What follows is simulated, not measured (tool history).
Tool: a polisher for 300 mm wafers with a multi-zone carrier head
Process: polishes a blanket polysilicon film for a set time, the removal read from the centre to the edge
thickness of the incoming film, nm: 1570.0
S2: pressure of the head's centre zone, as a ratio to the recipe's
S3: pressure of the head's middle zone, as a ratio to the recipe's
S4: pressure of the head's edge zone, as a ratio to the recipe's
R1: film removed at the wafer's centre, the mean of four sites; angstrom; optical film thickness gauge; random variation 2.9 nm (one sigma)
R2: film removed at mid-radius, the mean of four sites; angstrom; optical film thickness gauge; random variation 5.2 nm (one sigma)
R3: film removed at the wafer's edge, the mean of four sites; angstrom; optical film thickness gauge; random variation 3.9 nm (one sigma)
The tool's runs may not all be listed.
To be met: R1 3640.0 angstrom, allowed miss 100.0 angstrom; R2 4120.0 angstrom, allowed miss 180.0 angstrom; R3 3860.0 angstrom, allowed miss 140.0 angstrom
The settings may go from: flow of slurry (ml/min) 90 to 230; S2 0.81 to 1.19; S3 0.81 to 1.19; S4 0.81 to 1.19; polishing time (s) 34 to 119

run 1 hour=0.0 | flow_of_slurry_(ml/min)=150 S2=1.00 S3=1.00 S4=1.00 polishing_time_(s)=76 | R1=5224.9 R2=5225.7 R3=5117.7
run 2 hour=4.2 | flow_of_slurry_(ml/min)=125 S2=1.00 S3=1.00 S4=1.00 polishing_time_(s)=76 | R1=5034.6 R2=4995.2 R3=5074.7
run 3 hour=12.2 | flow_of_slurry_(ml/min)=130 S2=0.98 S3=1.00 S4=0.98 polishing_time_(s)=73 | R1=4685.7 R2=4704.4 R3=4892.5
run 4 hour=14.3 | flow_of_slurry_(ml/min)=130 S2=0.94 S3=1.00 S4=0.98 polishing_time_(s)=73 | R1=4501.6 R2=4814.5 R3=4835.9
run 5 hour=18.4 | flow_of_slurry_(ml/min)=130 S2=0.94 S3=1.06 S4=0.98 polishing_time_(s)=73 | R1=4545.7 R2=4961.0 R3=4815.6
run 6 hour=20.3 | flow_of_slurry_(ml/min)=135 S2=0.93 S3=1.06 S4=0.96 polishing_time_(s)=70 | R1=4318.8 R2=4642.9 R3=4706.9
run 7 hour=21.1 | flow_of_slurry_(ml/min)=140 S2=0.93 S3=1.08 S4=0.98 polishing_time_(s)=67 | R1=4186.9 R2=4595.0 R3=4529.6
run 8 hour=26.3 | flow_of_slurry_(ml/min)=145 S2=0.93 S3=1.10 S4=0.96 polishing_time_(s)=65 | R1=4092.0 R2=4571.3 R3=4403.9
run 9 hour=29.0 | flow_of_slurry_(ml/min)=145 S2=0.93 S3=1.11 S4=0.94 polishing_time_(s)=64 | R1=3997.3 R2=4687.7 R3=4285.7
run 10 hour=29.5 | flow_of_slurry_(ml/min)=140 S2=0.93 S3=1.10 S4=0.93 polishing_time_(s)=63 | R1=3985.3 R2=4478.6 R3=4140.1
run 11 hour=34.2 | flow_of_slurry_(ml/min)=135 S2=0.92 S3=1.10 S4=0.92 polishing_time_(s)=63 | R1=3847.2 R2=4453.3 R3=4072.6
run 12 hour=37.7 | flow_of_slurry_(ml/min)=130 S2=0.92 S3=1.09 S4=0.92 polishing_time_(s)=63 | R1=3865.6 R2=4389.2 R3=4040.9
run 13 hour=43.1 | flow_of_slurry_(ml/min)=130 S2=0.92 S3=1.09 S4=0.92 polishing_time_(s)=63 | R1=3856.8 R2=4499.4 R3=4079.0
run 14 hour=48.1 | flow_of_slurry_(ml/min)=125 S2=0.92 S3=1.07 S4=0.92 polishing_time_(s)=63 | R1=3791.9 R2=4322.7 R3=4038.4
run 15 hour=52.1 | flow_of_slurry_(ml/min)=120 S2=0.92 S3=1.06 S4=0.92 polishing_time_(s)=63 | R1=3714.5 R2=4234.7 R3=4070.5
run 16 hour=55.0 | flow_of_slurry_(ml/min)=120 S2=0.92 S3=1.06 S4=0.91 polishing_time_(s)=63 | R1=3811.8 R2=4246.6 R3=3984.8

5 next moves are on the table. One of them brings every result within its allowed miss. Which?
run A hour=57.9 | flow_of_slurry_(ml/min)=130 S2=0.94 S3=1.11 S4=0.95 polishing_time_(s)=65 | R1=? R2=? R3=?
run B hour=57.9 | flow_of_slurry_(ml/min)=130 S2=0.90 S3=1.04 S4=0.87 polishing_time_(s)=61 | R1=? R2=? R3=?
run C hour=57.9 | flow_of_slurry_(ml/min)=115 S2=1.02 S3=1.16 S4=0.81 polishing_time_(s)=58 | R1=? R2=? R3=?
run D hour=57.9 | flow_of_slurry_(ml/min)=145 S2=0.84 S3=0.94 S4=0.96 polishing_time_(s)=64 | R1=? R2=? R3=?
run E hour=57.9 | flow_of_slurry_(ml/min)=150 S2=0.99 S3=1.00 S4=0.99 polishing_time_(s)=59 | R1=? R2=? R3=?

move=A R1=3988.2 R2=4553.7 R3=4308.4
move=B R1=3580.9 R2=4097.1 R3=3885.3
move=C R1=3751.3 R2=4075.0 R3=3509.4
move=D R1=3587.8 R2=4119.2 R3=4335.6
move=E R1=3932.3 R2=3969.2 R3=4071.7
A: further off than the last run
B: meets every target
C: further off than the last run
D: brings the result that was furthest off to its target, and leaves another outside
E: further off than the last run
Move B is the one to make.
